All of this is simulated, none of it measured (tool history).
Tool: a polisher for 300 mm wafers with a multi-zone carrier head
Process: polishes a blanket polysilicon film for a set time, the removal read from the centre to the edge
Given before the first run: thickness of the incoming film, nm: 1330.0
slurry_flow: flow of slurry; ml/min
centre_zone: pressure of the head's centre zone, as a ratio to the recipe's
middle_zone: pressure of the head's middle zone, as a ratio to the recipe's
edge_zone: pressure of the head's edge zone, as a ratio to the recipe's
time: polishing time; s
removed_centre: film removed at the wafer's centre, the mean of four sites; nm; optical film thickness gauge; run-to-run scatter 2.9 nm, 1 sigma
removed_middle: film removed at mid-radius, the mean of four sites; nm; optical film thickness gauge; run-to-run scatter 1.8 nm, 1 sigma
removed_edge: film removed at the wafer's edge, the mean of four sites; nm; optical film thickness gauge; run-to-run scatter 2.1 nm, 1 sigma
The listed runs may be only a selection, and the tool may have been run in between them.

{"run": 1, "hour": 0.0, "slurry_flow": 190, "centre_zone": 1.0, "middle_zone": 1.0, "edge_zone": 1.0, "time": 48, "removed_centre": 172.0, "removed_middle": 172.02, "removed_edge": 176.42}
{"run": 2, "hour": 3.1, "slurry_flow": 195, "centre_zone": 0.99, "middle_zone": 1.0, "edge_zone": 1.04, "time": 50, "removed_centre": 175.55, "removed_middle": 181.68, "removed_edge": 185.91}
{"run": 3, "hour": 8.6, "slurry_flow": 195, "centre_zone": 0.98, "middle_zone": 0.98, "edge_zone": 1.07, "time": 52, "removed_centre": 183.72, "removed_middle": 184.37, "removed_edge": 196.89}
{"run": 4, "hour": 11.5, "slurry_flow": 200, "centre_zone": 0.97, "middle_zone": 0.98, "edge_zone": 1.1, "time": 53, "removed_centre": 185.62, "removed_middle": 189.67, "removed_edge": 199.39}
{"run": 5, "hour": 12.7, "slurry_flow": 195, "centre_zone": 0.95, "middle_zone": 0.96, "edge_zone": 1.11, "time": 55, "removed_centre": 182.99, "removed_middle": 195.77, "removed_edge": 205.41}
{"run": 6, "hour": 14.1, "slurry_flow": 195, "centre_zone": 0.95, "middle_zone": 0.93, "edge_zone": 1.13, "time": 56, "removed_centre": 186.94, "removed_middle": 190.54, "removed_edge": 208.94}

Run 7, settings as shown, results not yet in. Your forecast:
{"run": 7, "hour": 20.4, "slurry_flow": 195, "centre_zone": 0.95, "middle_zone": 0.93, "edge_zone": 1.13, "time": 56, "removed_centre": "?", "removed_middle": "?", "removed_edge": "?"}

removed_centre: 194.29 nm
removed_middle: 189.47 nm
removed_edge: 211.37 nm

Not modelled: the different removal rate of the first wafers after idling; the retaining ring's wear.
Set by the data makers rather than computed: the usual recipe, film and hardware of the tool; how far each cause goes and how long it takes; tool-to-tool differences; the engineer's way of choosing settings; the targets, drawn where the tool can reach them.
